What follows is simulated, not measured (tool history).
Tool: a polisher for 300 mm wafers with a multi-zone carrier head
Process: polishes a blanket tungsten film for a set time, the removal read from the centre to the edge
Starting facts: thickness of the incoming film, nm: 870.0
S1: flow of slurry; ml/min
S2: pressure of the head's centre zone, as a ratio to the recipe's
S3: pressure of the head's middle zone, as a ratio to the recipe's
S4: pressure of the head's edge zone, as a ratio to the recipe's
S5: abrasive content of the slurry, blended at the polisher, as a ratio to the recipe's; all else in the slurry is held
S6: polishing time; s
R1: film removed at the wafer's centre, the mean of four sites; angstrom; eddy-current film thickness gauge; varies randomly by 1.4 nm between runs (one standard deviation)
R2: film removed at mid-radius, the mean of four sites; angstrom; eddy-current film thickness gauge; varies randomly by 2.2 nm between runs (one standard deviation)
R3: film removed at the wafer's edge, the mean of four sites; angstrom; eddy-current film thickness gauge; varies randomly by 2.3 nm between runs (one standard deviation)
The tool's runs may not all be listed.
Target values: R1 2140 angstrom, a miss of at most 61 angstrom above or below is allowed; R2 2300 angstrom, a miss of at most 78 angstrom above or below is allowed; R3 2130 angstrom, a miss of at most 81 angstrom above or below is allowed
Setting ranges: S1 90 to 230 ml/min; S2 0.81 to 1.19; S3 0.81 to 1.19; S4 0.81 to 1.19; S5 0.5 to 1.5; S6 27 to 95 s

run	day	S1	S2	S3	S4	S5	S6	R1	R2	R3
1	0	150	1	1	1	1	61	2275.6	2328	2359.7
2	0.175	150	1	1	1	1	71	2653.7	2723.5	2740.1
3	0.454	150	1	0.96	1	1	71	2643.5	2653	2750.6
4	0.483	150	1	0.96	1	1	60	2248.4	2223.9	2325.4
5	0.842	150	1	0.96	1	0.8	60	2115.4	2104.4	2185.4
6	1.038	150	1	0.96	1	0.8	51	1835.8	1756.2	1856.3
7	1.179	155	1	0.98	1.01	0.8	51	1833	1837.8	1877.7
# day 1.554: slurry nozzle cleaned
8	1.554	160	1.01	0.99	1.02	0.8	51	2049.1	2038.1	1992.5
9	1.871	160	1.01	0.99	1.02	0.8	51	2023.4	2009	2046.8
10	2.079	160	1.01	1	1.02	0.8	51	2052.5	2066.6	2016.8
11	2.438	160	1.01	1	1.02	0.8	51	2024.2	2067.7	2012
12	2.462	170	1	1.01	1.03	0.8	51	2076.7	2094.6	2000.2
13	2.558	170	1	1.02	1.04	0.8	51	2048	2096.7	2065.7

Exactly one of the 5 candidate moves below puts every result within its allowed miss. Which one?
A	2.654	175	0.94	1.1	1	0.75	53	?	?	?
B	2.654	120	0.97	1.1	0.9	0.7	58	?	?	?
C	2.654	180	0.93	0.95	1.09	0.8	53	?	?	?
D	2.654	175	0.99	1.06	1	0.75	54	?	?	?
E	2.654	175	1.05	1.19	0.93	0.75	51	?	?	?

move	R1	R2	R3
A	1985.6	2308	2099.7
B	2011.7	2291	2075.9
C	2001.2	2077.6	2194.1
D	2131	2277.7	2140.4
E	2137.4	2375.3	1979.3
A: brings the result that was furthest off to its target, and leaves another outside
B: brings the result that was furthest off to its target, and leaves another outside
C: lands further from the targets than the last run did
D: every result lands within tolerance
E: brings the result that was furthest off to its target, and leaves another outside
Move D is the one to make.
